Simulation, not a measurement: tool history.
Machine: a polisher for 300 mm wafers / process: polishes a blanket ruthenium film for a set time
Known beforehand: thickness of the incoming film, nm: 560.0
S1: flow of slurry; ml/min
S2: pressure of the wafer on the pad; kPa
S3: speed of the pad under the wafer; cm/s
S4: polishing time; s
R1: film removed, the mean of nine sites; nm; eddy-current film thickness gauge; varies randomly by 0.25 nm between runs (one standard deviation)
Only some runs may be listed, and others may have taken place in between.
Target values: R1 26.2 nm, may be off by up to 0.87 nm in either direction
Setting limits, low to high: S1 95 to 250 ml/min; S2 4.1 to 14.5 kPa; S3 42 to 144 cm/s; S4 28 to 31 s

Run 1, hour 0: S1 160 ml/min, S2 9 kPa, S3 92 cm/s, S4 31 s. Result: R1 16.882 nm.
Run 2, hour 6.4: S1 160 ml/min, S2 9 kPa, S3 80 cm/s, S4 31 s. Result: R1 15.071 nm.
Run 3, hour 15.1: S1 160 ml/min, S2 6.2 kPa, S3 80 cm/s, S4 31 s. Result: R1 10.354 nm.
Run 4, hour 19.8: S1 165 ml/min, S2 8.3 kPa, S3 80 cm/s, S4 31 s. Result: R1 13.748 nm.
Run 5, hour 23.5: S1 190 ml/min, S2 8.3 kPa, S3 80 cm/s, S4 31 s. Result: R1 14.053 nm.
Run 6, hour 30.7: S1 190 ml/min, S2 8.3 kPa, S3 80 cm/s, S4 31 s. Result: R1 13.974 nm.
Run 7, hour 38.3: S1 190 ml/min, S2 9.7 kPa, S3 80 cm/s, S4 31 s. Result: R1 16.203 nm.
Run 8, hour 43.9: S1 190 ml/min, S2 9.7 kPa, S3 80 cm/s, S4 31 s. Result: R1 16.267 nm.
Run 9, hour 48.5: S1 190 ml/min, S2 10.3 kPa, S3 80 cm/s, S4 31 s. Result: R1 17.252 nm.
Run 10, hour 50: S1 190 ml/min, S2 11 kPa, S3 80 cm/s, S4 31 s. Result: R1 18.631 nm.
Run 11, hour 51.9: S1 190 ml/min, S2 11.7 kPa, S3 80 cm/s, S4 31 s. Result: R1 19.773 nm.
Run 12, hour 57.4: S1 190 ml/min, S2 12.4 kPa, S3 80 cm/s, S4 31 s. Result: R1 20.669 nm.
Run 13, hour 66.4: S1 190 ml/min, S2 13.1 kPa, S3 80 cm/s, S4 31 s. Result: R1 21.896 nm.
Run 14, hour 73.6: S1 195 ml/min, S2 13.8 kPa, S3 82 cm/s, S4 31 s. Result: R1 23.604 nm.
Run 15, hour 75.2: S1 195 ml/min, S2 13.8 kPa, S3 84 cm/s, S4 31 s. Result: R1 23.904 nm.

4 candidate next runs follow, results not yet known. Just one meets every target within its allowed miss. Identify it.
Run A, hour 76.8: S1 195 ml/min, S2 14.5 kPa, S3 86 cm/s, S4 31 s. Result: R1 ?.
Run B, hour 76.8: S1 160 ml/min, S2 14.5 kPa, S3 78 cm/s, S4 31 s. Result: R1 ?.
Run C, hour 76.8: S1 200 ml/min, S2 13.8 kPa, S3 92 cm/s, S4 28 s. Result: R1 ?.
Run D, hour 76.8: S1 185 ml/min, S2 11.7 kPa, S3 96 cm/s, S4 31 s. Result: R1 ?.

move      R1
   A  26.518
   B  23.451
   C  24.455
   D  23.818
A: every result within its allowed miss
B: lands further from the targets than the last run did
C: better than the last run, though not everything is in spec
D: just as far off the targets as the last run
A is the move that brings every result within its allowed miss.
